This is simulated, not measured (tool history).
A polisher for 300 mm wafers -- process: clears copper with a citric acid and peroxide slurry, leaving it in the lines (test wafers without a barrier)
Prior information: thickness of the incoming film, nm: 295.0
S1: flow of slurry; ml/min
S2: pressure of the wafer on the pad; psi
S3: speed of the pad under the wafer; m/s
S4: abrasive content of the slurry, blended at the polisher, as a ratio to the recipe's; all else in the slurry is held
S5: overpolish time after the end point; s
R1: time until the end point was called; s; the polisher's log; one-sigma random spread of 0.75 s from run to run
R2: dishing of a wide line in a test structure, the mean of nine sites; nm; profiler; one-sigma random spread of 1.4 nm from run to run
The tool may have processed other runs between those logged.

run,hour,S1,S2,S3,S4,S5,R1,R2
1,0,300,3.2,1.16,1,19,89.634,37.465
2,2.5,300,3.4,1.16,1,20,83.602,40.647
3,8.9,300,3.6,1.16,1,21,77.662,43.919
4,13.1,300,3.6,1.3,1,21,72.573,48.733
5,16,255,3.6,1.3,1,21,73.149,47.533
6,22.5,255,3.7,1.3,1,22,69.921,50.168
7,26.4,255,3.8,1.3,1,22,68.878,49.205
8,28.2,260,3.8,1.3,1,23,69.346,51.556

Run 9, settings as shown, results not yet in. Your forecast:
9,33.9,260,3.9,1.3,1,23,?,?

R1: 67.583 s
R2: 53.683 nm
